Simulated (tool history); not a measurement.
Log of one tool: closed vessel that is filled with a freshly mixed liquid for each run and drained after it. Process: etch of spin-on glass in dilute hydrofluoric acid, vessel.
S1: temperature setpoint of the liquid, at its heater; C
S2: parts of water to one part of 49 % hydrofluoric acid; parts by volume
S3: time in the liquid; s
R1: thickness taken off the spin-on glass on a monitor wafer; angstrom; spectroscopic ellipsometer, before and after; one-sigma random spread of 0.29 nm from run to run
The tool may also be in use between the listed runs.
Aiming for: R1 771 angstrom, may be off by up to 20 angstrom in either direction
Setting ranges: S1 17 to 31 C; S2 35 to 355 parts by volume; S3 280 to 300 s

run 1 hour=0 | S1=23 S2=195 S3=280 | R1=329.56
run 2 hour=2.2 | S1=24.5 S2=175 S3=280 | R1=395.74
run 3 hour=6.2 | S1=28 S2=175 S3=280 | R1=453.98
run 4 hour=9.9 | S1=28.5 S2=160 S3=280 | R1=509.49
run 5 hour=19 | S1=28.5 S2=220 S3=280 | R1=346.48
run 6 hour=25.1 | S1=28.5 S2=255 S3=280 | R1=284.06
run 7 hour=33.2 | S1=29 S2=225 S3=280 | R1=341.85
run 8 hour=41.7 | S1=29.5 S2=200 S3=280 | R1=404.29
run 9 hour=44.7 | S1=30 S2=180 S3=280 | R1=467.64
run 10 hour=53 | S1=30 S2=165 S3=280 | R1=520.23
run 11 hour=54.5 | S1=31 S2=100 S3=280 | R1=966.32
run 12 hour=60.2 | S1=30 S2=100 S3=280 | R1=937.72
run 13 hour=66.1 | S1=29 S2=100 S3=280 | R1=905.99
run 14 hour=73.5 | S1=28 S2=100 S3=280 | R1=870.83
run 15 hour=74.3 | S1=27.5 S2=100 S3=280 | R1=854.74
run 16 hour=80.3 | S1=27.5 S2=100 S3=280 | R1=848.15

5 candidate next runs follow, results not yet known. Just one meets every target within its allowed miss. Identify it.
run A hour=86.3 | S1=30 S2=125 S3=280 | R1=?
run B hour=86.3 | S1=27.5 S2=115 S3=300 | R1=?
run C hour=86.3 | S1=26 S2=110 S3=280 | R1=?
run D hour=86.3 | S1=26.5 S2=110 S3=280 | R1=?
run E hour=86.3 | S1=23.5 S2=105 S3=295 | R1=?

move=A R1=725.07
move=B R1=779.53
move=C R1=722.84
move=D R1=736.9
move=E R1=727.97
A: moves the result that the last run missed by most past its target, out the other side
B: each result inside its tolerance
C: moves the result that the last run missed by most past its target, out the other side
D: moves the result that the last run missed by most past its target, out the other side
E: moves the result that the last run missed by most past its target, out the other side
The right move is B.
